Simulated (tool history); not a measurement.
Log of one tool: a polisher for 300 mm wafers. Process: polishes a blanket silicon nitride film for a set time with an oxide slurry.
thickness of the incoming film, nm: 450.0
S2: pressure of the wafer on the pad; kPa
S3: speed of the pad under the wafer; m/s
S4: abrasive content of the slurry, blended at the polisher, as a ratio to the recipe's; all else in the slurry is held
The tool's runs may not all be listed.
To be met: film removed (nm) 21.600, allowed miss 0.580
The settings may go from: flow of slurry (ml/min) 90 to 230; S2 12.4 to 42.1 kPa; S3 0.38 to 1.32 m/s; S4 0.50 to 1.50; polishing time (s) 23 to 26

{"run": 1, "day": 0.0, "flow of slurry (ml/min)": 150, "S2": 26.9, "S3": 0.84, "S4": 1.0, "polishing time (s)": 26, "film removed (nm)": 16.902}
{"run": 2, "day": 0.338, "flow of slurry (ml/min)": 150, "S2": 26.9, "S3": 0.84, "S4": 1.15, "polishing time (s)": 26, "film removed (nm)": 17.919}
{"run": 3, "day": 0.467, "flow of slurry (ml/min)": 160, "S2": 27.6, "S3": 0.84, "S4": 1.15, "polishing time (s)": 26, "film removed (nm)": 18.488}
{"run": 4, "day": 0.783, "flow of slurry (ml/min)": 165, "S2": 28.3, "S3": 0.84, "S4": 1.15, "polishing time (s)": 26, "film removed (nm)": 18.758}
{"run": 5, "day": 1.079, "flow of slurry (ml/min)": 165, "S2": 28.3, "S3": 0.84, "S4": 1.25, "polishing time (s)": 26, "film removed (nm)": 19.571}
{"run": 6, "day": 1.158, "flow of slurry (ml/min)": 165, "S2": 35.2, "S3": 0.84, "S4": 1.25, "polishing time (s)": 26, "film removed (nm)": 24.053}
{"run": 7, "day": 1.258, "flow of slurry (ml/min)": 165, "S2": 34.5, "S3": 0.84, "S4": 1.25, "polishing time (s)": 26, "film removed (nm)": 23.689}
{"run": 8, "day": 1.383, "flow of slurry (ml/min)": 165, "S2": 33.8, "S3": 0.84, "S4": 1.25, "polishing time (s)": 26, "film removed (nm)": 23.482}
{"run": 9, "day": 1.683, "flow of slurry (ml/min)": 165, "S2": 33.1, "S3": 0.84, "S4": 1.25, "polishing time (s)": 26, "film removed (nm)": 22.662}

5 next moves are on the table. One of them brings every result within its allowed miss. Which?
{"run": "A", "day": 1.983, "flow of slurry (ml/min)": 190, "S2": 29.6, "S3": 0.88, "S4": 1.4, "polishing time (s)": 24, "film removed (nm)": "?"}
{"run": "B", "day": 1.983, "flow of slurry (ml/min)": 135, "S2": 36.5, "S3": 0.88, "S4": 1.15, "polishing time (s)": 26, "film removed (nm)": "?"}
{"run": "C", "day": 1.983, "flow of slurry (ml/min)": 175, "S2": 33.1, "S3": 0.74, "S4": 1.25, "polishing time (s)": 25, "film removed (nm)": "?"}
{"run": "D", "day": 1.983, "flow of slurry (ml/min)": 165, "S2": 35.9, "S3": 0.88, "S4": 1.0, "polishing time (s)": 24, "film removed (nm)": "?"}
{"run": "E", "day": 1.983, "flow of slurry (ml/min)": 185, "S2": 29.6, "S3": 0.98, "S4": 1.15, "polishing time (s)": 23, "film removed (nm)": "?"}

move=A film_removed_(nm)=20.748
move=B film_removed_(nm)=24.657
move=C film_removed_(nm)=20.187
move=D film_removed_(nm)=21.916
move=E film_removed_(nm)=20.135
A: takes the result that was furthest off past its target
B: further off than the last run
C: takes the result that was furthest off past its target
D: meets every target
E: takes the result that was furthest off past its target
Answer: D
